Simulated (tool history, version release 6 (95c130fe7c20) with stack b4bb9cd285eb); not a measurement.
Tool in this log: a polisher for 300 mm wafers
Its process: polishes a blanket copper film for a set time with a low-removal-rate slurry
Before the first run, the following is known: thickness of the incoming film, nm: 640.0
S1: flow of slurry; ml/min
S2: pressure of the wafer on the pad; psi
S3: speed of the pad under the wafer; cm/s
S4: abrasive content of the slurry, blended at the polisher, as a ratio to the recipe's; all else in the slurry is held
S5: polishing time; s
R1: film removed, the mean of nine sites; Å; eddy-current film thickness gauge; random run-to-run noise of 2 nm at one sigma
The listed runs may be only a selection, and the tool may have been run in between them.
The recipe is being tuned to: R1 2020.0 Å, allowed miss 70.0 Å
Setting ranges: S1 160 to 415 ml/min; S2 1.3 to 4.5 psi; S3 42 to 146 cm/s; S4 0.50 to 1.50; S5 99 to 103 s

run  hour   S1   S2  S3    S4  S5      R1
  1   0.0  265  2.9  94  1.00  99  3047.1
  2   2.0  265  2.8  94  1.00  99  2975.9
  3   2.7  265  2.7  94  1.00  99  2926.6
  4   3.6  265  2.6  94  1.00  99  2775.5
  5  10.9  265  2.6  94  0.90  99  2670.5
  6  16.9  265  2.6  94  0.75  99  2603.6
  7  18.8  265  2.5  94  0.75  99  2513.5
  8  21.7  265  2.4  94  0.75  99  2419.0
     26.8  -- slurry nozzle cleaned
  9  26.8  265  2.3  94  0.75  99  2370.4

Next run, 4 choices. One meets every target within its allowed miss, the rest don't. Which?
  A  31.9  310  2.2  80  0.90   99   ?
  B  31.9  325  1.9  92  0.70   99   ?
  C  31.9  220  2.4  68  0.85  101   ?
  D  31.9  290  1.9  98  0.90  101   ?

move      R1
   A  2040.8
   B  1916.6
   C  1873.4
   D  2190.3
A: all results land within tolerance of their targets
B: the result that was furthest off in the last run now lies on the other side of its target
C: the result that was furthest off in the last run now lies on the other side of its target
D: an improvement on the last run, though not all results are within tolerance
A is the move that brings every result within its allowed miss.
